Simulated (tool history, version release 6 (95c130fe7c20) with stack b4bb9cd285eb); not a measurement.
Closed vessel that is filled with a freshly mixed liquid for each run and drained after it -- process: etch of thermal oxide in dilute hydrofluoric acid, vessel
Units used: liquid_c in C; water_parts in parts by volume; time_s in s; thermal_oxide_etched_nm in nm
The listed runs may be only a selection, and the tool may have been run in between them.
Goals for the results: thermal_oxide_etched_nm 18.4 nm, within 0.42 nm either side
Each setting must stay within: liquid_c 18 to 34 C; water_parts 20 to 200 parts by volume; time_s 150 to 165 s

| run | hour | liquid_c | water_parts | time_s | thermal_oxide_etched_nm |
|---|---|---|---|---|---|
| 1 | 0 | 26 | 110 | 150 | 6.5179 |
| 2 | 6.9 | 28.5 | 110 | 150 | 7.1811 |
| 3 | 7.8 | 28.5 | 145 | 150 | 5.1594 |
| 4 | 13.6 | 28.5 | 130 | 150 | 5.9524 |
| 5 | 20.9 | 28.5 | 115 | 150 | 6.8291 |
|  | 27.7 | thermometer replaced |
| 6 | 27.7 | 29.5 | 95 | 150 | 9.3234 |
| 7 | 31.6 | 30.5 | 85 | 150 | 11.013 |
| 8 | 39 | 31 | 80 | 150 | 11.935 |
| 9 | 48.3 | 31.5 | 75 | 150 | 13.167 |
| 10 | 54.5 | 32 | 70 | 150 | 14.417 |
| 11 | 59.7 | 32.5 | 70 | 150 | 14.776 |
| 12 | 68.5 | 33 | 70 | 150 | 14.905 |
| 13 | 72.2 | 33 | 65 | 150 | 16.171 |

Below are 4 possible settings for the next run. Only one of them brings all results inside the allowed miss of their targets. Which is it?
| A | 75.9 | 34 | 65 | 165 | ? |
| B | 75.9 | 32.5 | 60 | 150 | ? |
| C | 75.9 | 30 | 55 | 150 | ? |
| D | 75.9 | 29 | 50 | 160 | ? |

| move | thermal_oxide_etched_nm |
|---|---|
| A | 18.67 |
| B | 17.517 |
| C | 17.49 |
| D | 19.88 |
A: meets every target
B: nearer than the last run, and not there yet
C: nearer than the last run, and not there yet
D: pushes the last run's worst result past its target
The move that meets every target is A.

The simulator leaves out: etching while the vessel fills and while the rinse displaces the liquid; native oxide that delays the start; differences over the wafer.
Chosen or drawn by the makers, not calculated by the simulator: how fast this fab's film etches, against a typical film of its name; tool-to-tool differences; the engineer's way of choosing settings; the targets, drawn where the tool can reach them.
